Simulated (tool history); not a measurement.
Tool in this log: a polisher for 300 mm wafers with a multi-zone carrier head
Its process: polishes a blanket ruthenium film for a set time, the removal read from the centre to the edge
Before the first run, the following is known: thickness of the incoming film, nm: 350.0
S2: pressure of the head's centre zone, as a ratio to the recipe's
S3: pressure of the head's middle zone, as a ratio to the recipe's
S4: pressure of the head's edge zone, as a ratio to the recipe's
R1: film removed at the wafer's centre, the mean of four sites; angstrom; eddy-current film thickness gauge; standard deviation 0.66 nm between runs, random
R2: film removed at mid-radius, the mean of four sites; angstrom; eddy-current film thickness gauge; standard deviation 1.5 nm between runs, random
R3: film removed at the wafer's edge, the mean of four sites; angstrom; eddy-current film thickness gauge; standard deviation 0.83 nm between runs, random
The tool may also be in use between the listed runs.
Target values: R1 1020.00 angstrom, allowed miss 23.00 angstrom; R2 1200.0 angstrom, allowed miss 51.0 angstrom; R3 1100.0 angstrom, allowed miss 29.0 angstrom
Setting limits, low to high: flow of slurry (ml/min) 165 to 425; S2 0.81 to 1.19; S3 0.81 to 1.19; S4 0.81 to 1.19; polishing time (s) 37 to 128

Run 1, day 0.000: flow of slurry (ml/min) 275, S2 1.00, S3 1.00, S4 1.00, polishing time (s) 82. Result: R1 1261.70 angstrom, R2 1226.7 angstrom, R3 1247.2 angstrom.
Run 2, day 0.033: flow of slurry (ml/min) 250, S2 1.00, S3 1.00, S4 1.00, polishing time (s) 82. Result: R1 1261.60 angstrom, R2 1205.2 angstrom, R3 1247.2 angstrom.
Run 3, day 0.192: flow of slurry (ml/min) 250, S2 1.00, S3 1.00, S4 0.93, polishing time (s) 82. Result: R1 1271.10 angstrom, R2 1233.0 angstrom, R3 1196.9 angstrom.
Run 4, day 0.279: flow of slurry (ml/min) 245, S2 0.95, S3 1.00, S4 0.91, polishing time (s) 81. Result: R1 1176.70 angstrom, R2 1203.5 angstrom, R3 1183.8 angstrom.
At day 0.529: worn pad replaced by a new one.
Run 5, day 0.529: flow of slurry (ml/min) 245, S2 0.95, S3 1.09, S4 0.91, polishing time (s) 81. Result: R1 1309.40 angstrom, R2 1431.9 angstrom, R3 1302.8 angstrom.
Run 6, day 0.879: flow of slurry (ml/min) 245, S2 0.95, S3 1.09, S4 0.91, polishing time (s) 100. Result: R1 1619.50 angstrom, R2 1741.4 angstrom, R3 1620.6 angstrom.
Run 7, day 1.125: flow of slurry (ml/min) 285, S2 0.92, S3 1.06, S4 0.88, polishing time (s) 92. Result: R1 1459.60 angstrom, R2 1597.7 angstrom, R3 1454.1 angstrom.
Run 8, day 1.350: flow of slurry (ml/min) 285, S2 0.92, S3 1.06, S4 0.88, polishing time (s) 92. Result: R1 1458.60 angstrom, R2 1609.0 angstrom, R3 1456.4 angstrom.
Run 9, day 1.404: flow of slurry (ml/min) 300, S2 0.89, S3 1.03, S4 0.86, polishing time (s) 87. Result: R1 1335.50 angstrom, R2 1474.3 angstrom, R3 1382.6 angstrom.
Run 10, day 1.683: flow of slurry (ml/min) 285, S2 0.88, S3 1.03, S4 0.85, polishing time (s) 82. Result: R1 1238.00 angstrom, R2 1418.0 angstrom, R3 1295.3 angstrom.
Run 11, day 1.808: flow of slurry (ml/min) 270, S2 0.87, S3 1.02, S4 0.84, polishing time (s) 79. Result: R1 1176.00 angstrom, R2 1302.6 angstrom, R3 1233.5 angstrom.
Run 12, day 2.021: flow of slurry (ml/min) 230, S2 0.82, S3 1.08, S4 0.81, polishing time (s) 71. Result: R1 976.12 angstrom, R2 1241.9 angstrom, R3 1079.2 angstrom.

5 candidate next runs follow, results not yet known. Just one meets every target within its allowed miss. Identify it.
Run A, day 2.233: flow of slurry (ml/min) 215, S2 0.82, S3 1.08, S4 0.81, polishing time (s) 78. Result: R1 ?, R2 ?, R3 ?.
Run B, day 2.233: flow of slurry (ml/min) 240, S2 0.84, S3 1.06, S4 0.83, polishing time (s) 75. Result: R1 ?, R2 ?, R3 ?.
Run C, day 2.233: flow of slurry (ml/min) 180, S2 0.81, S3 0.98, S4 0.89, polishing time (s) 76. Result: R1 ?, R2 ?, R3 ?.
Run D, day 2.233: flow of slurry (ml/min) 250, S2 0.83, S3 1.01, S4 0.81, polishing time (s) 72. Result: R1 ?, R2 ?, R3 ?.
Run E, day 2.233: flow of slurry (ml/min) 275, S2 0.81, S3 1.16, S4 0.81, polishing time (s) 67. Result: R1 ?, R2 ?, R3 ?.

move       R1      R2      R3
   A  1074.30  1359.0  1185.7
   B  1067.30  1295.7  1159.3
   C  1018.70  1204.1  1195.3
   D  1015.10  1197.4  1104.2
   E   929.24  1262.4  1030.5
A: carries the result that was furthest off beyond its target, to the other side
B: carries the result that was furthest off beyond its target, to the other side
C: the furthest-off result lands on target, but another misses its tolerance
D: hits every target within its allowed miss
E: misses by more than the last run did
Move D is the one to make.
